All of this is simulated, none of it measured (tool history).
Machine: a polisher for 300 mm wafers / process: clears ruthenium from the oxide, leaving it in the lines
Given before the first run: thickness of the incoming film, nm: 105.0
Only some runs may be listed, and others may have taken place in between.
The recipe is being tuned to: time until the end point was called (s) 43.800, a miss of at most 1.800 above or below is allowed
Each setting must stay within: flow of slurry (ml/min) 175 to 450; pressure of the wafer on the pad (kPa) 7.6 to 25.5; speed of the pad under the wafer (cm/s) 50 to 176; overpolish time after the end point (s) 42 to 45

| run | day | flow of slurry (ml/min) | pressure of the wafer on the pad (kPa) | speed of the pad under the wafer (cm/s) | overpolish time after the end point (s) | time until the end point was called (s) |
|---|---|---|---|---|---|---|
| 1 | 0.000 | 290 | 16.5 | 112 | 42 | 77.018 |
| 2 | 0.212 | 290 | 17.9 | 112 | 42 | 72.237 |
| 3 | 0.533 | 290 | 19.3 | 114 | 42 | 65.548 |
| 4 | 0.879 | 290 | 22.1 | 114 | 42 | 58.690 |
| 5 | 1.200 | 290 | 22.8 | 116 | 42 | 56.705 |
| 6 | 1.421 | 290 | 23.4 | 120 | 42 | 51.904 |
| 7 | 1.696 | 290 | 24.1 | 122 | 42 | 49.765 |
| 8 | 1.838 | 290 | 24.1 | 124 | 42 | 49.211 |
| 9 | 2.029 | 290 | 24.1 | 126 | 42 | 48.171 |
| 10 | 2.092 | 290 | 24.8 | 128 | 42 | 46.284 |

Of the 4 settings listed for the next run, only one would bring every result within its allowed miss of target. Which one?
| A | 2.154 | 275 | 24.1 | 128 | 43 | ? |
| B | 2.154 | 275 | 25.5 | 120 | 44 | ? |
| C | 2.154 | 325 | 25.5 | 130 | 42 | ? |
| D | 2.154 | 275 | 25.5 | 120 | 42 | ? |

| move | time until the end point was called (s) |
|---|---|
| A | 48.450 |
| B | 48.680 |
| C | 44.575 |
| D | 48.680 |
A: the biggest miss grows against the last run
B: the biggest miss grows against the last run
C: in spec on every target
D: the biggest miss grows against the last run
So the answer is move C, the one that meets all the targets.

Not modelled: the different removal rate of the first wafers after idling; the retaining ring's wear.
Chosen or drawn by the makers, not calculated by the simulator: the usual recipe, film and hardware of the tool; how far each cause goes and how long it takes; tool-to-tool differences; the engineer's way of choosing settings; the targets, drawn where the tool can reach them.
